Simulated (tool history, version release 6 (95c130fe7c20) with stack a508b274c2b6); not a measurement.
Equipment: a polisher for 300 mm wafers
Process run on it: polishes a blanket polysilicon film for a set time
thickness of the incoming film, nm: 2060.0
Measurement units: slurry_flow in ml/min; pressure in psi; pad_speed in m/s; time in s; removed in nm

{"run": 1, "hour": 0.0, "slurry_flow": 300, "pressure": 3.2, "pad_speed": 0.76, "time": 58, "removed": 404.77}
{"run": 2, "hour": 3.3, "slurry_flow": 260, "pressure": 3.2, "pad_speed": 0.76, "time": 58, "removed": 404.43}
{"run": 3, "hour": 6.4, "slurry_flow": 260, "pressure": 3.2, "pad_speed": 0.64, "time": 58, "removed": 338.64}
{"run": 4, "hour": 12.4, "slurry_flow": 195, "pressure": 3.2, "pad_speed": 0.64, "time": 58, "removed": 339.66}
{"run": 5, "hour": 19.0, "slurry_flow": 180, "pressure": 3.2, "pad_speed": 0.64, "time": 58, "removed": 341.21}
{"run": 6, "hour": 20.8, "slurry_flow": 180, "pressure": 3, "pad_speed": 0.64, "time": 58, "removed": 319.44}
{"run": 7, "hour": 28.0, "slurry_flow": 180, "pressure": 2.9, "pad_speed": 0.64, "time": 58, "removed": 303.55}
{"run": 8, "hour": 31.0, "slurry_flow": 180, "pressure": 2.8, "pad_speed": 0.64, "time": 58, "removed": 297.21}

Run 9 has not been measured yet. What should we expect?
{"run": 9, "hour": 35.1, "slurry_flow": 180, "pressure": 2.7, "pad_speed": 0.64, "time": 58, "removed": "?"}

{"run 9": {"removed": 290.55}}
